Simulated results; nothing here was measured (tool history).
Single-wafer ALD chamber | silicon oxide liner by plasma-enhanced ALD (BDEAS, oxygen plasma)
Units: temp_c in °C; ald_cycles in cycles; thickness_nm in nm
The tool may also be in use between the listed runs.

{"run": 1, "hour": 0.0, "temp_c": 310, "ald_cycles": 36, "thickness_nm": 3.2045}
{"run": 2, "hour": 6.8, "temp_c": 320, "ald_cycles": 36, "thickness_nm": 3.1561}
{"run": 3, "hour": 7.4, "temp_c": 328, "ald_cycles": 36, "thickness_nm": 3.1304}
{"run": 4, "hour": 10.8, "temp_c": 327, "ald_cycles": 36, "thickness_nm": 3.1339}
{"run": 5, "hour": 19.1, "temp_c": 327, "ald_cycles": 41, "thickness_nm": 3.5912}
{"run": 6, "hour": 24.0, "temp_c": 327, "ald_cycles": 45, "thickness_nm": 3.9246}

Forecast run 7:
{"run": 7, "hour": 29.4, "temp_c": 327, "ald_cycles": 44, "thickness_nm": "?"}

thickness_nm: 3.8445 nm
